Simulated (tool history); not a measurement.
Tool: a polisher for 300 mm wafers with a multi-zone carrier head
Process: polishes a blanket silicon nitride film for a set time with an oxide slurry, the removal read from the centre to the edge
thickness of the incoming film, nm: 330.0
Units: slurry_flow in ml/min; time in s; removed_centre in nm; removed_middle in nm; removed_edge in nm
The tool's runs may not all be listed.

{"run": 1, "hour": 0.0, "slurry_flow": 155, "centre_zone": 1, "middle_zone": 1, "edge_zone": 1, "slurry_solids": 1, "time": 41, "removed_centre": 32.752, "removed_middle": 32.455, "removed_edge": 34.38}
{"run": 2, "hour": 0.6, "slurry_flow": 155, "centre_zone": 1, "middle_zone": 1, "edge_zone": 1, "slurry_solids": 1.1, "time": 41, "removed_centre": 34.381, "removed_middle": 34.729, "removed_edge": 36.158}
{"run": 3, "hour": 8.7, "slurry_flow": 155, "centre_zone": 1.08, "middle_zone": 1, "edge_zone": 1, "slurry_solids": 1.1, "time": 41, "removed_centre": 36.682, "removed_middle": 34.894, "removed_edge": 35.734}
{"run": 4, "hour": 10.1, "slurry_flow": 155, "centre_zone": 1.08, "middle_zone": 1, "edge_zone": 1, "slurry_solids": 1.1, "time": 32, "removed_centre": 28.004, "removed_middle": 26.982, "removed_edge": 28.445}
{"run": 5, "hour": 16.4, "slurry_flow": 160, "centre_zone": 1.06, "middle_zone": 1, "edge_zone": 1.03, "slurry_solids": 1.15, "time": 32, "removed_centre": 28.473, "removed_middle": 27.497, "removed_edge": 28.661}
{"run": 6, "hour": 20.9, "slurry_flow": 160, "centre_zone": 1.06, "middle_zone": 1, "edge_zone": 1.03, "slurry_solids": 1.05, "time": 32, "removed_centre": 27.405, "removed_middle": 26.621, "removed_edge": 27.92}
{"run": 7, "hour": 28.8, "slurry_flow": 160, "centre_zone": 1.06, "middle_zone": 1, "edge_zone": 1.03, "slurry_solids": 1.05, "time": 32, "removed_centre": 27.492, "removed_middle": 27.161, "removed_edge": 28.188}
{"run": 8, "hour": 30.0, "slurry_flow": 155, "centre_zone": 1.02, "middle_zone": 1, "edge_zone": 1.05, "slurry_solids": 1.15, "time": 32, "removed_centre": 27.76, "removed_middle": 27.763, "removed_edge": 29.147}
{"run": 9, "hour": 30.7, "slurry_flow": 150, "centre_zone": 0.98, "middle_zone": 0.99, "edge_zone": 1.06, "slurry_solids": 1.2, "time": 32, "removed_centre": 27.119, "removed_middle": 28.134, "removed_edge": 29.904}

Run 10 comes next. What will it give?
{"run": 10, "hour": 34.9, "slurry_flow": 150, "centre_zone": 0.96, "middle_zone": 0.98, "edge_zone": 1.07, "slurry_solids": 1.25, "time": 32, "removed_centre": "?", "removed_middle": "?", "removed_edge": "?"}

{"run 10": {"removed_centre": 27.005, "removed_middle": 28.106, "removed_edge": 29.864}}
